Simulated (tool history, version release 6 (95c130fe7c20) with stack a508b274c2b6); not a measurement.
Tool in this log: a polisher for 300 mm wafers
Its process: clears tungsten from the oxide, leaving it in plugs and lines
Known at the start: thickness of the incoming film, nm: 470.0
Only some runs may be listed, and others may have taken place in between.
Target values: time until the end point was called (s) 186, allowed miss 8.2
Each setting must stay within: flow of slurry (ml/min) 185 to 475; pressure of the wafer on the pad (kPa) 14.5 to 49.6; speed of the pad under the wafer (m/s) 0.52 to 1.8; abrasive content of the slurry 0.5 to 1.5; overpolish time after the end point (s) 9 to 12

| run | day | flow of slurry (ml/min) | pressure of the wafer on the pad (kPa) | speed of the pad under the wafer (m/s) | abrasive content of the slurry | overpolish time after the end point (s) | time until the end point was called (s) |
|---|---|---|---|---|---|---|---|
| 1 | 0 | 305 | 31.7 | 1.16 | 1 | 12 | 89.864 |
| 2 | 0.371 | 305 | 31.7 | 1.16 | 1 | 12 | 90.952 |
| 3 | 0.554 | 305 | 35.9 | 1.16 | 1 | 12 | 81.139 |
| 4 | 0.796 | 305 | 35.9 | 1.16 | 1.1 | 12 | 78.899 |
| 5 | 1.054 | 305 | 35.9 | 1.16 | 1.25 | 12 | 77.045 |
| 6 | 1.279 | 305 | 33.1 | 1.12 | 1.25 | 12 | 86.75 |
| 7 | 1.438 | 305 | 31 | 1.08 | 1.25 | 12 | 96.715 |
| 8 | 1.767 | 300 | 22.1 | 0.92 | 1.25 | 12 | 152.05 |
| 9 | 2.104 | 300 | 21.4 | 0.92 | 1.25 | 12 | 161.13 |
| 10 | 2.2 | 300 | 20.7 | 0.92 | 1.25 | 12 | 165.53 |
| 11 | 2.483 | 300 | 20 | 0.92 | 1.25 | 12 | 168.44 |
| 12 | 2.583 | 300 | 20 | 0.92 | 1.25 | 12 | 165.51 |
| 13 | 2.646 | 300 | 15.9 | 0.9 | 1.25 | 12 | 214.72 |
| 14 | 2.821 | 300 | 16.5 | 0.9 | 1.25 | 12 | 211.77 |

Next run, 5 choices. One meets every target within its allowed miss, the rest don't. Which?
| A | 2.996 | 250 | 16.5 | 0.82 | 1.2 | 9 | ? |
| B | 2.996 | 350 | 15.9 | 0.9 | 1.25 | 9 | ? |
| C | 2.996 | 345 | 20 | 0.84 | 1.2 | 12 | ? |
| D | 2.996 | 255 | 15.2 | 0.94 | 1.25 | 12 | ? |
| E | 2.996 | 330 | 15.9 | 0.8 | 1.05 | 9 | ? |

| move | time until the end point was called (s) |
|---|---|
| A | 236.31 |
| B | 216.46 |
| C | 187.19 |
| D | 222.9 |
| E | 250.71 |
A: moves away from the targets compared with the last run
B: moves away from the targets compared with the last run
C: in spec on every target
D: moves away from the targets compared with the last run
E: moves away from the targets compared with the last run
So the answer is move C, the one that meets all the targets.
